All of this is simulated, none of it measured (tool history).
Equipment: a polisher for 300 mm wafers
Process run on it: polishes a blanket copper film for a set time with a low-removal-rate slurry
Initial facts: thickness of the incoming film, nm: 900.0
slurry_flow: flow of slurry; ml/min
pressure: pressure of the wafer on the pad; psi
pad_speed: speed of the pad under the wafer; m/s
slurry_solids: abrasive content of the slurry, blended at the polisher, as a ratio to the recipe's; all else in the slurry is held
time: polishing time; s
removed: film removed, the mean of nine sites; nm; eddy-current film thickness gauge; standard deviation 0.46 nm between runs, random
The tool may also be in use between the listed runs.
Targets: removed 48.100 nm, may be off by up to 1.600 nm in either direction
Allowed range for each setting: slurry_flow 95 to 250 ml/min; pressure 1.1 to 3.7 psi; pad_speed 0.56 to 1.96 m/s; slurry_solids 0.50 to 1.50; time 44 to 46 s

Run 1, hour 0.0: slurry_flow 160 ml/min, pressure 2.4 psi, pad_speed 1.26 m/s, slurry_solids 1.00, time 44 s. Result: removed 106.310 nm.
Run 2, hour 8.6: slurry_flow 160 ml/min, pressure 2.4 psi, pad_speed 1.26 m/s, slurry_solids 1.00, time 46 s. Result: removed 111.790 nm.
Run 3, hour 9.1: slurry_flow 160 ml/min, pressure 2.4 psi, pad_speed 1.26 m/s, slurry_solids 1.00, time 46 s. Result: removed 112.250 nm.
Run 4, hour 15.4: slurry_flow 160 ml/min, pressure 2.2 psi, pad_speed 1.20 m/s, slurry_solids 1.00, time 46 s. Result: removed 98.231 nm.
Run 5, hour 24.2: slurry_flow 160 ml/min, pressure 2.0 psi, pad_speed 1.16 m/s, slurry_solids 1.00, time 46 s. Result: removed 89.890 nm.
Run 6, hour 26.2: slurry_flow 160 ml/min, pressure 1.4 psi, pad_speed 1.16 m/s, slurry_solids 1.00, time 46 s. Result: removed 65.328 nm.
Run 7, hour 31.2: slurry_flow 160 ml/min, pressure 1.3 psi, pad_speed 1.12 m/s, slurry_solids 1.00, time 46 s. Result: removed 61.307 nm.
Run 8, hour 35.0: slurry_flow 160 ml/min, pressure 1.3 psi, pad_speed 1.08 m/s, slurry_solids 1.00, time 46 s. Result: removed 58.690 nm.
Run 9, hour 43.1: slurry_flow 145 ml/min, pressure 1.1 psi, pad_speed 0.94 m/s, slurry_solids 1.00, time 46 s. Result: removed 45.658 nm.
Run 10, hour 44.3: slurry_flow 150 ml/min, pressure 1.1 psi, pad_speed 0.94 m/s, slurry_solids 1.00, time 46 s. Result: removed 45.627 nm.
Run 11, hour 49.5: slurry_flow 155 ml/min, pressure 1.1 psi, pad_speed 0.94 m/s, slurry_solids 1.00, time 46 s. Result: removed 46.463 nm.
At hour 55.7: worn pad replaced by a new one.
Run 12, hour 55.7: slurry_flow 160 ml/min, pressure 1.1 psi, pad_speed 0.94 m/s, slurry_solids 1.00, time 46 s. Result: removed 51.046 nm.
Run 13, hour 61.0: slurry_flow 155 ml/min, pressure 1.1 psi, pad_speed 0.94 m/s, slurry_solids 1.00, time 46 s. Result: removed 51.352 nm.

Exercise: of the 5 proposed moves below, exactly one satisfies all targets within the stated allowed misses. Which move is it?
Run A, hour 66.3: slurry_flow 120 ml/min, pressure 1.6 psi, pad_speed 0.74 m/s, slurry_solids 1.15, time 46 s. Result: removed ?.
Run B, hour 66.3: slurry_flow 180 ml/min, pressure 1.3 psi, pad_speed 0.84 m/s, slurry_solids 1.10, time 46 s. Result: removed ?.
Run C, hour 66.3: slurry_flow 125 ml/min, pressure 1.3 psi, pad_speed 0.96 m/s, slurry_solids 1.05, time 44 s. Result: removed ?.
Run D, hour 66.3: slurry_flow 135 ml/min, pressure 1.1 psi, pad_speed 0.96 m/s, slurry_solids 1.00, time 44 s. Result: removed ?.
Run E, hour 66.3: slurry_flow 130 ml/min, pressure 1.3 psi, pad_speed 0.82 m/s, slurry_solids 1.25, time 46 s. Result: removed ?.

move  removed
   A   57.179
   B   55.773
   C   56.370
   D   49.413
   E   54.501
A: its largest miss is bigger than the last run's
B: its largest miss is bigger than the last run's
C: its largest miss is bigger than the last run's
D: hits every target within its allowed miss
E: its largest miss is bigger than the last run's
Answer: D

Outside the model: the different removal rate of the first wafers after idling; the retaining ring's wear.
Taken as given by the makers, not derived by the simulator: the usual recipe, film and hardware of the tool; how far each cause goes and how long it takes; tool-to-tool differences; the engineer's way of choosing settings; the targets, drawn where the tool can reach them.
